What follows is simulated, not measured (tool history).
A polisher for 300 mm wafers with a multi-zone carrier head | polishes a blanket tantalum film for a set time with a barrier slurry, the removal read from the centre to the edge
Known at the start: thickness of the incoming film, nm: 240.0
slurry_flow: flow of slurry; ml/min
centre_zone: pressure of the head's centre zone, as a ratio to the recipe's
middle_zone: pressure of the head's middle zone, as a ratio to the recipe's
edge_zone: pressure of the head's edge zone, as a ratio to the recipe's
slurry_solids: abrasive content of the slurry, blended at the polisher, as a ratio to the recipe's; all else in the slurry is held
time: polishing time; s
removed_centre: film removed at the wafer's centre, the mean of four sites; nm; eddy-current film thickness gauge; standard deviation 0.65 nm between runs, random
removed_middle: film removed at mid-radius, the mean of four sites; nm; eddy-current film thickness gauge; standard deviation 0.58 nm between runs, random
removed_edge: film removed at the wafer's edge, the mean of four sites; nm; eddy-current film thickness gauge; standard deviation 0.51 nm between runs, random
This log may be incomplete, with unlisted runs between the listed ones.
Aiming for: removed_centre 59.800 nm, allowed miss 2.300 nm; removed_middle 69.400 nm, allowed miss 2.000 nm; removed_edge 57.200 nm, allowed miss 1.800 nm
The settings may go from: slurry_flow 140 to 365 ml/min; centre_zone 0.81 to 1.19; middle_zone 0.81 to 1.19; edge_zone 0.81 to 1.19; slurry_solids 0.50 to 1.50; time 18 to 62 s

run 1 hour=0.0 | slurry_flow=235 centre_zone=1.00 middle_zone=1.00 edge_zone=1.00 slurry_solids=1.00 time=40 | removed_centre=41.546 removed_middle=42.463 removed_edge=39.493
run 2 hour=4.6 | slurry_flow=235 centre_zone=1.00 middle_zone=1.00 edge_zone=1.00 slurry_solids=1.00 time=46 | removed_centre=46.997 removed_middle=49.633 removed_edge=45.547
run 3 hour=6.4 | slurry_flow=240 centre_zone=1.01 middle_zone=1.03 edge_zone=1.02 slurry_solids=1.05 time=46 | removed_centre=48.132 removed_middle=50.839 removed_edge=46.291
run 4 hour=9.4 | slurry_flow=240 centre_zone=1.07 middle_zone=1.03 edge_zone=1.02 slurry_solids=1.05 time=46 | removed_centre=52.173 removed_middle=50.997 removed_edge=46.329
run 5 hour=10.6 | slurry_flow=240 centre_zone=1.07 middle_zone=1.03 edge_zone=1.10 slurry_solids=1.05 time=46 | removed_centre=52.412 removed_middle=51.517 removed_edge=46.593
run 6 hour=16.1 | slurry_flow=245 centre_zone=1.06 middle_zone=1.05 edge_zone=1.10 slurry_solids=1.10 time=46 | removed_centre=51.989 removed_middle=52.426 removed_edge=47.878
run 7 hour=24.7 | slurry_flow=245 centre_zone=1.06 middle_zone=1.07 edge_zone=1.08 slurry_solids=1.15 time=47 | removed_centre=53.399 removed_middle=54.663 removed_edge=48.697
run 8 hour=28.2 | slurry_flow=250 centre_zone=1.06 middle_zone=1.09 edge_zone=1.08 slurry_solids=1.20 time=48 | removed_centre=54.631 removed_middle=56.948 removed_edge=50.495
run 9 hour=35.5 | slurry_flow=255 centre_zone=1.06 middle_zone=1.11 edge_zone=1.07 slurry_solids=1.20 time=49 | removed_centre=56.249 removed_middle=59.299 removed_edge=51.569
run 10 hour=41.5 | slurry_flow=260 centre_zone=1.06 middle_zone=1.12 edge_zone=1.06 slurry_solids=1.25 time=49 | removed_centre=57.227 removed_middle=60.303 removed_edge=51.417
run 11 hour=47.6 | slurry_flow=260 centre_zone=1.05 middle_zone=1.13 edge_zone=1.07 slurry_solids=1.30 time=49 | removed_centre=57.062 removed_middle=61.594 removed_edge=51.922
run 12 hour=54.6 | slurry_flow=260 centre_zone=1.04 middle_zone=1.14 edge_zone=1.08 slurry_solids=1.35 time=49 | removed_centre=57.477 removed_middle=62.249 removed_edge=52.549
run 13 hour=61.4 | slurry_flow=260 centre_zone=1.04 middle_zone=1.14 edge_zone=1.08 slurry_solids=1.35 time=49 | removed_centre=57.279 removed_middle=62.052 removed_edge=52.829
run 14 hour=67.8 | slurry_flow=265 centre_zone=1.03 middle_zone=1.15 edge_zone=1.08 slurry_solids=1.35 time=49 | removed_centre=56.311 removed_middle=62.433 removed_edge=53.028
-- hour=71.5 edge zone pressure recalibrated
run 15 hour=71.5 | slurry_flow=265 centre_zone=1.03 middle_zone=1.16 edge_zone=1.08 slurry_solids=1.35 time=49 | removed_centre=56.353 removed_middle=63.775 removed_edge=55.911
run 16 hour=73.9 | slurry_flow=270 centre_zone=1.03 middle_zone=1.16 edge_zone=1.07 slurry_solids=1.35 time=49 | removed_centre=58.448 removed_middle=63.494 removed_edge=53.701
run 17 hour=78.6 | slurry_flow=270 centre_zone=1.02 middle_zone=1.16 edge_zone=1.07 slurry_solids=1.35 time=49 | removed_centre=56.922 removed_middle=63.122 removed_edge=55.058
run 18 hour=85.7 | slurry_flow=265 centre_zone=1.02 middle_zone=1.16 edge_zone=1.07 slurry_solids=1.35 time=49 | removed_centre=56.486 removed_middle=63.696 removed_edge=54.418
run 19 hour=87.6 | slurry_flow=265 centre_zone=1.02 middle_zone=1.16 edge_zone=1.06 slurry_solids=1.35 time=49 | removed_centre=56.071 removed_middle=62.984 removed_edge=53.908
run 20 hour=88.8 | slurry_flow=265 centre_zone=1.02 middle_zone=1.16 edge_zone=1.05 slurry_solids=1.35 time=49 | removed_centre=57.627 removed_middle=62.317 removed_edge=53.723
run 21 hour=89.5 | slurry_flow=270 centre_zone=1.03 middle_zone=1.16 edge_zone=1.07 slurry_solids=1.35 time=49 | removed_centre=56.841 removed_middle=64.077 removed_edge=54.610
run 22 hour=91.4 | slurry_flow=275 centre_zone=1.03 middle_zone=1.16 edge_zone=1.07 slurry_solids=1.35 time=49 | removed_centre=57.316 removed_middle=62.797 removed_edge=54.874
run 23 hour=92.5 | slurry_flow=270 centre_zone=1.03 middle_zone=1.16 edge_zone=1.07 slurry_solids=1.35 time=49 | removed_centre=56.867 removed_middle=63.125 removed_edge=55.097
run 24 hour=101.2 | slurry_flow=265 centre_zone=1.03 middle_zone=1.16 edge_zone=1.07 slurry_solids=1.35 time=49 | removed_centre=57.223 removed_middle=63.796 removed_edge=54.726
run 25 hour=108.3 | slurry_flow=260 centre_zone=1.03 middle_zone=1.16 edge_zone=1.07 slurry_solids=1.35 time=49 | removed_centre=56.073 removed_middle=62.381 removed_edge=54.099
run 26 hour=112.6 | slurry_flow=325 centre_zone=1.01 middle_zone=1.19 edge_zone=1.07 slurry_solids=1.45 time=49 | removed_centre=58.394 removed_middle=67.202 removed_edge=56.518

Exercise: of the 4 proposed moves below, exactly one satisfies all targets within the stated allowed misses. Which move is it?
run A hour=116.9 | slurry_flow=325 centre_zone=0.93 middle_zone=1.11 edge_zone=1.08 slurry_solids=1.45 time=54 | removed_centre=? removed_middle=? removed_edge=?
run B hour=116.9 | slurry_flow=355 centre_zone=0.97 middle_zone=1.15 edge_zone=1.12 slurry_solids=1.50 time=52 | removed_centre=? removed_middle=? removed_edge=?
run C hour=116.9 | slurry_flow=295 centre_zone=0.90 middle_zone=1.19 edge_zone=1.19 slurry_solids=1.25 time=53 | removed_centre=? removed_middle=? removed_edge=?
run D hour=116.9 | slurry_flow=275 centre_zone=0.99 middle_zone=1.19 edge_zone=0.97 slurry_solids=1.35 time=53 | removed_centre=? removed_middle=? removed_edge=?

move=A removed_centre=60.949 removed_middle=69.024 removed_edge=62.686
move=B removed_centre=61.530 removed_middle=69.201 removed_edge=61.842
move=C removed_centre=56.135 removed_middle=68.729 removed_edge=61.337
move=D removed_centre=60.871 removed_middle=69.308 removed_edge=57.822
A: gets the furthest-off result to its target, but another result is out of tolerance
B: gets the furthest-off result to its target, but another result is out of tolerance
C: gets the furthest-off result to its target, but another result is out of tolerance
D: all results in spec
So the answer is move D, the one that meets all the targets.
